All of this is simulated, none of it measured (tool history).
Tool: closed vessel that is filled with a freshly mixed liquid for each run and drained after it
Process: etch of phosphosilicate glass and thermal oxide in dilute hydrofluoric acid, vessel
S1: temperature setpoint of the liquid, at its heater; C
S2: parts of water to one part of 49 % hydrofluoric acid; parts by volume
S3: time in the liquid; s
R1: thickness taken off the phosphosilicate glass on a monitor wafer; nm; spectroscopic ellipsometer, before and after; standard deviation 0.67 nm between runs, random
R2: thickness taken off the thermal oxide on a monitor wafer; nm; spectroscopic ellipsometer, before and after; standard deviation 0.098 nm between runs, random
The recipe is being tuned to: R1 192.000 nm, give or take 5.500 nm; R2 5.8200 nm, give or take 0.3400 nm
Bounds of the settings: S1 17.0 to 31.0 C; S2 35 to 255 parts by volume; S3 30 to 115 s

Run 1, hour 0.0: S1 23.0 C, S2 145 parts by volume, S3 60 s. Result: R1 69.419 nm, R2 2.0208 nm.
Run 2, hour 6.8: S1 24.0 C, S2 130 parts by volume, S3 60 s. Result: R1 82.336 nm, R2 2.4078 nm.
Run 3, hour 8.5: S1 24.0 C, S2 130 parts by volume, S3 70 s. Result: R1 96.289 nm, R2 2.8832 nm.
Run 4, hour 15.1: S1 25.0 C, S2 120 parts by volume, S3 70 s. Result: R1 108.710 nm, R2 3.2971 nm.
Run 5, hour 19.8: S1 26.0 C, S2 110 parts by volume, S3 70 s. Result: R1 125.250 nm, R2 3.7576 nm.
Run 6, hour 21.7: S1 24.5 C, S2 110 parts by volume, S3 70 s. Result: R1 118.300 nm, R2 3.6300 nm.
Run 7, hour 22.7: S1 28.5 C, S2 65 parts by volume, S3 70 s. Result: R1 248.470 nm, R2 7.3596 nm.
Run 8, hour 24.7: S1 24.5 C, S2 65 parts by volume, S3 70 s. Result: R1 211.620 nm, R2 6.4994 nm.
Run 9, hour 26.6: S1 23.5 C, S2 65 parts by volume, S3 70 s. Result: R1 201.880 nm, R2 6.1344 nm.

4 candidate next runs follow, results not yet known. Just one meets every target within its allowed miss. Identify it.
Run A, hour 28.5: S1 24.0 C, S2 110 parts by volume, S3 115 s. Result: R1 ?, R2 ?.
Run B, hour 28.5: S1 26.0 C, S2 40 parts by volume, S3 40 s. Result: R1 ?, R2 ?.
Run C, hour 28.5: S1 28.0 C, S2 35 parts by volume, S3 30 s. Result: R1 ?, R2 ?.
Run D, hour 28.5: S1 25.0 C, S2 60 parts by volume, S3 65 s. Result: R1 ?, R2 ?.

move       R1      R2
   A  190.030  5.7896
   B  215.830  6.5755
   C  202.120  6.1579
   D  218.400  6.6540
A: all results in spec
B: moves away from the targets compared with the last run
C: about the same distance from the targets as the last run
D: moves away from the targets compared with the last run
So the answer is move A, the one that meets all the targets.

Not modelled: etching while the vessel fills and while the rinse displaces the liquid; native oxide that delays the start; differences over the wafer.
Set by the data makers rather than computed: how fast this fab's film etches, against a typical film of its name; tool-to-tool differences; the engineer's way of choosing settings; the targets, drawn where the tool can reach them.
